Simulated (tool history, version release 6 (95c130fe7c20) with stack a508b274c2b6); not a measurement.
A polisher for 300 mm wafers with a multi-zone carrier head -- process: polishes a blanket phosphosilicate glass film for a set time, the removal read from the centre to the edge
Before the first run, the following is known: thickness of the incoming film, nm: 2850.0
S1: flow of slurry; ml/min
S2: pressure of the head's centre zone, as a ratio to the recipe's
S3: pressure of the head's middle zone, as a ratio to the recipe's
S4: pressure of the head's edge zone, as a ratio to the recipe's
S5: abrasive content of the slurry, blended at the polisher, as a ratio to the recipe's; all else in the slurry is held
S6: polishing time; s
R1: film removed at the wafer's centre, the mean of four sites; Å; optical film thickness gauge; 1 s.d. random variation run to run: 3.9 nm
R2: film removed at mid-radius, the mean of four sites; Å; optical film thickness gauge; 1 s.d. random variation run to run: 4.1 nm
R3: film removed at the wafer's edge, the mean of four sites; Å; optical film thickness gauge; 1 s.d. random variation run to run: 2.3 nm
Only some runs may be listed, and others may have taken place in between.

run,hour,S1,S2,S3,S4,S5,S6,R1,R2,R3
1,0,295,1,1,1,1,84,6474.8,6238.6,6450.6
2,5,295,1,1,0.93,1,84,6483.4,6259.8,6211.4
3,7.3,295,1.04,1,0.93,1,84,6843,6234.8,6173.5
4,12.4,290,1.02,1,0.92,0.95,80,6113.5,5858.9,5826.2
5,13.4,290,1.01,1.01,0.91,0.9,76,5662.1,5628.6,5398.5
6,17.9,290,1.01,1.01,0.91,0.9,92,6978.6,6558.7,6484.6
7,23,290,1,1.01,0.91,0.85,87,6447.6,6243.8,6037.3
8,30.3,285,0.98,1,0.91,0.8,82,5878.1,5554,5615.8
9,37.5,285,0.96,1.01,0.91,0.75,77,5221,5416.7,5228.4
10,45.3,285,0.95,1.01,0.91,0.7,73,4815.4,4916.5,4869.7
11,53.3,285,0.94,1.01,0.91,0.7,70,4505.2,4769.1,4599.9
12,59.9,285,0.93,1.01,0.91,0.7,67,4401.5,4528.3,4435.5
13,65,280,0.92,1.02,0.92,0.7,64,4105.1,4369.4,4272.6
14,71.8,275,0.91,1.03,0.92,0.7,62,3956.7,4156.3,4114.7
15,79.2,280,0.9,1.05,0.93,0.7,60,3750.8,4127.2,4004.5

Run 16 is up next; what results do you expect?
16,80.6,275,0.89,1.06,0.93,0.7,59,?,?,?

{"run 16": {"R1": 3728.3, "R2": 4161.9, "R3": 3974.6}}

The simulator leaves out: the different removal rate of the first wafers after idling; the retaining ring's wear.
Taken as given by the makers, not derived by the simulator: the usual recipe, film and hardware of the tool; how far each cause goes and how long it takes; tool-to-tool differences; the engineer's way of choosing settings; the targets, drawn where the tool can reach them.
